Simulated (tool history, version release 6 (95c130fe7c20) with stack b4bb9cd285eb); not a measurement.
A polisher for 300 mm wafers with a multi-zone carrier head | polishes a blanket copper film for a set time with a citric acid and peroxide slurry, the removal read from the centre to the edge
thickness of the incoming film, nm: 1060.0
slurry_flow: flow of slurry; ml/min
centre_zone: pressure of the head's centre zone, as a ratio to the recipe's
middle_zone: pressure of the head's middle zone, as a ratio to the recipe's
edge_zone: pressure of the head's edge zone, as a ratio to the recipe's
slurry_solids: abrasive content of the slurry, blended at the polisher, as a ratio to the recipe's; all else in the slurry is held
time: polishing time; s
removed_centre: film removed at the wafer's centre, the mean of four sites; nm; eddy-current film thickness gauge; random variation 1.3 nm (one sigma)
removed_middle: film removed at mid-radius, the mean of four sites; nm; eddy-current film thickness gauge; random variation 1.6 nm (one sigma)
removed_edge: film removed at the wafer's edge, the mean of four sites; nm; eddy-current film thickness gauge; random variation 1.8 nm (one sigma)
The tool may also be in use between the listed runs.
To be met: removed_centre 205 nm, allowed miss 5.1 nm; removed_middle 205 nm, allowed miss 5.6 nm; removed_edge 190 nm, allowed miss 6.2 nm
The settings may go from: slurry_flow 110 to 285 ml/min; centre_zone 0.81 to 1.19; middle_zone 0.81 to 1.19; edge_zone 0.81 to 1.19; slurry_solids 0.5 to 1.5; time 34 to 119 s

run 1 hour=0 | slurry_flow=180 centre_zone=1 middle_zone=1 edge_zone=1 slurry_solids=1 time=76 | removed_centre=250.64 removed_middle=243.44 removed_edge=250.4
run 2 hour=3.1 | slurry_flow=180 centre_zone=1 middle_zone=1 edge_zone=0.98 slurry_solids=0.95 time=75 | removed_centre=241.82 removed_middle=238.03 removed_edge=245.21
run 3 hour=8.7 | slurry_flow=180 centre_zone=1.01 middle_zone=1.01 edge_zone=0.96 slurry_solids=0.9 time=73 | removed_centre=238.62 removed_middle=230.24 removed_edge=234.69
run 4 hour=10.7 | slurry_flow=205 centre_zone=1.01 middle_zone=1.01 edge_zone=0.96 slurry_solids=0.9 time=73 | removed_centre=243.63 removed_middle=237.33 removed_edge=238.79
run 5 hour=13.7 | slurry_flow=205 centre_zone=1.01 middle_zone=1.01 edge_zone=0.99 slurry_solids=0.9 time=73 | removed_centre=239.73 removed_middle=235.42 removed_edge=243.65
run 6 hour=17.8 | slurry_flow=195 centre_zone=1.01 middle_zone=1.01 edge_zone=0.96 slurry_solids=0.85 time=72 | removed_centre=233.27 removed_middle=225.47 removed_edge=231.14
run 7 hour=24.2 | slurry_flow=185 centre_zone=1.01 middle_zone=1.02 edge_zone=0.94 slurry_solids=0.8 time=72 | removed_centre=229.28 removed_middle=226.22 removed_edge=224.33
run 8 hour=33 | slurry_flow=135 centre_zone=1 middle_zone=0.98 edge_zone=0.84 slurry_solids=0.55 time=71 | removed_centre=196.22 removed_middle=191.4 removed_edge=189.57

5 next moves are on the table. One of them brings every result within its allowed miss. Which?
run A hour=41.8 | slurry_flow=120 centre_zone=0.99 middle_zone=1.07 edge_zone=0.81 slurry_solids=0.5 time=75 | removed_centre=? removed_middle=? removed_edge=?
run B hour=41.8 | slurry_flow=145 centre_zone=1.02 middle_zone=0.99 edge_zone=0.84 slurry_solids=0.6 time=74 | removed_centre=? removed_middle=? removed_edge=?
run C hour=41.8 | slurry_flow=165 centre_zone=1.01 middle_zone=1.04 edge_zone=0.81 slurry_solids=0.7 time=67 | removed_centre=? removed_middle=? removed_edge=?
run D hour=41.8 | slurry_flow=175 centre_zone=1.02 middle_zone=1.14 edge_zone=0.81 slurry_solids=0.5 time=65 | removed_centre=? removed_middle=? removed_edge=?
run E hour=41.8 | slurry_flow=145 centre_zone=0.99 middle_zone=1.05 edge_zone=0.81 slurry_solids=0.55 time=71 | removed_centre=? removed_middle=? removed_edge=?

move=A removed_centre=195.83 removed_middle=208 removed_edge=193.35
move=B removed_centre=216.76 removed_middle=207.92 removed_edge=206.32
move=C removed_centre=206.03 removed_middle=207.26 removed_edge=193.21
move=D removed_centre=192.95 removed_middle=207.47 removed_edge=178.04
move=E removed_centre=199.01 removed_middle=206.62 removed_edge=192.46
A: brings the result that was furthest off to its target, and leaves another outside
B: brings the result that was furthest off to its target, and leaves another outside
C: meets every target
D: brings the result that was furthest off to its target, and leaves another outside
E: brings the result that was furthest off to its target, and leaves another outside
Move C is the one to make.

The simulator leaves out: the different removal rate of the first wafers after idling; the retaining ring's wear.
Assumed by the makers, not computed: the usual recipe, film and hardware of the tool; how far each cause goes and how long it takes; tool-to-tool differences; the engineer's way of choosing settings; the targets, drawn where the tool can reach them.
